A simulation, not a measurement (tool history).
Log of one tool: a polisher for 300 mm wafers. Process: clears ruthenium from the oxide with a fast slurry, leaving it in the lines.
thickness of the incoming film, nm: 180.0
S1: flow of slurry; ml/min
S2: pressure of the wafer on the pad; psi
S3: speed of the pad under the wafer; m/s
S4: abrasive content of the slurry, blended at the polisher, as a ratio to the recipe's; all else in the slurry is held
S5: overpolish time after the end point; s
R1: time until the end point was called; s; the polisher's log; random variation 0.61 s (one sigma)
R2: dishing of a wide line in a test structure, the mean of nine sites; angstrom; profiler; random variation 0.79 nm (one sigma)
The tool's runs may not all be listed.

run    day   S1   S2    S3  S4  S5      R1      R2
  1      0  250  2.9  0.96   1  28  43.327  670.76
  2  0.254  250  2.9  0.96   1  20  44.264  536.45
  3  0.338  250  2.9  0.96   1  13  45.269  399.37
  4   0.65  250  2.8  0.96   1  13  46.375  382.56
  5  0.854  250  2.8  0.74   1  13  59.288  299.19
  6  0.896  250  2.9  0.74   1  14  57.253  333.79
  7  1.254  250    3  0.74   1  14  55.119  341.29

Run 8 comes next. What will it give?
  8  1.592  250  3.1  0.74   1  14   ?   ?

R1: 53.32 s
R2: 351.73 angstrom
